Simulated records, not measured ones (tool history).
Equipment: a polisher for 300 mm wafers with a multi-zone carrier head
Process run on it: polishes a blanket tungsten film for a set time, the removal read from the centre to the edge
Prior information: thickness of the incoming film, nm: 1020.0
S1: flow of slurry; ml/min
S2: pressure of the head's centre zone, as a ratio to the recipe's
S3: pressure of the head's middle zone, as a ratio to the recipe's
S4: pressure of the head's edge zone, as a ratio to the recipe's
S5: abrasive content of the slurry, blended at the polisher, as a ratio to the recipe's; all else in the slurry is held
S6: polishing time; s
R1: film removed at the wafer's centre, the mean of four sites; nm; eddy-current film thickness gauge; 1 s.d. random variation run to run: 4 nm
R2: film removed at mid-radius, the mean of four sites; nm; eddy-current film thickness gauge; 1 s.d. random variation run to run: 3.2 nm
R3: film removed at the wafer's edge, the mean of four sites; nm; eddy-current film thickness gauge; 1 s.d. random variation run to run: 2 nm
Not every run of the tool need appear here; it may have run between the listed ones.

run	day	S1	S2	S3	S4	S5	S6	R1	R2	R3
1	0	215	1	1	1	1	59	280.05	268.92	268.07
2	0.233	215	1	1	1.07	1	59	280.63	269.91	276.04
3	0.546	215	1.04	0.97	1.02	0.85	58	276.98	248.05	261.38
4	0.771	215	1.04	0.97	1.02	0.85	52	254.08	228.65	232.59
5	0.967	215	1.04	0.97	1.08	0.85	52	251.86	230.45	239.2
6	1.188	215	0.98	0.97	1.08	0.85	52	233.76	223.51	238.63
7	1.296	220	1.03	0.95	1.05	0.8	52	251.58	219.63	236.94

Forecast run 8:
8	1.475	225	1.06	0.94	1.02	0.75	52	?	?	?

Run 8 produced R1 257.99 nm, R2 215.25 nm, R3 225.73 nm.
